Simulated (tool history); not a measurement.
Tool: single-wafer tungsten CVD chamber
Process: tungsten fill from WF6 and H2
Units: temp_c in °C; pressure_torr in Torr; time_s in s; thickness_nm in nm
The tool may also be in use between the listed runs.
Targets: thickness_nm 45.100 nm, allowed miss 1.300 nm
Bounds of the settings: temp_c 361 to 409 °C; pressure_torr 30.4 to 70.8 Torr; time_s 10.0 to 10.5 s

run 1 day=0.000 | temp_c=385 pressure_torr=50.6 time_s=10.5 | thickness_nm=25.740
run 2 day=0.233 | temp_c=385 pressure_torr=59.0 time_s=10.5 | thickness_nm=27.470
run 3 day=0.417 | temp_c=393 pressure_torr=60.3 time_s=10.5 | thickness_nm=32.940
run 4 day=0.650 | temp_c=393 pressure_torr=53.4 time_s=10.5 | thickness_nm=31.420
run 5 day=0.700 | temp_c=393 pressure_torr=60.6 time_s=10.5 | thickness_nm=32.917
-- day=1.071 thermocouple changed; heater temperature recalibrated
run 6 day=1.071 | temp_c=398 pressure_torr=61.0 time_s=10.5 | thickness_nm=40.133
run 7 day=1.108 | temp_c=399 pressure_torr=61.1 time_s=10.5 | thickness_nm=41.701
run 8 day=1.442 | temp_c=400 pressure_torr=61.1 time_s=10.5 | thickness_nm=42.381
run 9 day=1.808 | temp_c=401 pressure_torr=61.1 time_s=10.5 | thickness_nm=43.110

Which of these 4 next moves meets every target?
run A day=2.175 | temp_c=405 pressure_torr=55.3 time_s=10.5 | thickness_nm=?
run B day=2.175 | temp_c=404 pressure_torr=59.8 time_s=10.0 | thickness_nm=?
run C day=2.175 | temp_c=406 pressure_torr=65.3 time_s=10.5 | thickness_nm=?
run D day=2.175 | temp_c=396 pressure_torr=68.6 time_s=10.5 | thickness_nm=?

move=A thickness_nm=44.119
move=B thickness_nm=42.548
move=C thickness_nm=48.232
move=D thickness_nm=40.153
A: meets every target
B: further off than the last run
C: takes the result that was furthest off past its target
D: further off than the last run
Move A is the one to make.
